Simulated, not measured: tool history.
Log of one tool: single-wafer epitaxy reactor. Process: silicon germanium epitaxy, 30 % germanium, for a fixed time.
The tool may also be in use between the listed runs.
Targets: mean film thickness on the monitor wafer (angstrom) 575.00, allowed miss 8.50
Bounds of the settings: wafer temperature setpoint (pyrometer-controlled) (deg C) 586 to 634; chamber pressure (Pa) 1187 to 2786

run,hour,wafer temperature setpoint (pyrometer-controlled) (deg C),chamber pressure (Pa),mean film thickness on the monitor wafer (angstrom)
1,0.0,610,1986,692.92
2,1.1,610,2266,737.48
3,9.1,610,2560,785.86
4,15.7,620,2560,914.66
5,20.9,616,2560,861.94
6,29.6,620,2560,920.77
7,32.2,615,2546,843.90
8,34.9,611,2546,792.12
9,36.1,607,2546,739.60
10,42.4,604,2546,703.70
11,49.0,602,2546,678.08
12,56.9,602,2546,678.84
13,63.0,600,2546,655.20
14,66.9,599,2546,649.03
15,69.0,598,2546,634.66
16,74.4,597,2546,627.38
17,80.5,596,2546,612.71

Which of these 5 next moves meets every target?
A,86.6,591,2640,?
B,86.6,599,2426,?
C,86.6,602,2506,?
D,86.6,598,2520,?
E,86.6,592,2746,?

move,mean film thickness on the monitor wafer (angstrom)
A,568.23
B,627.05
C,670.03
D,627.42
E,588.86
A: meets every target
B: further off than the last run
C: further off than the last run
D: further off than the last run
E: nearer than the last run, and not there yet
The right move is A.

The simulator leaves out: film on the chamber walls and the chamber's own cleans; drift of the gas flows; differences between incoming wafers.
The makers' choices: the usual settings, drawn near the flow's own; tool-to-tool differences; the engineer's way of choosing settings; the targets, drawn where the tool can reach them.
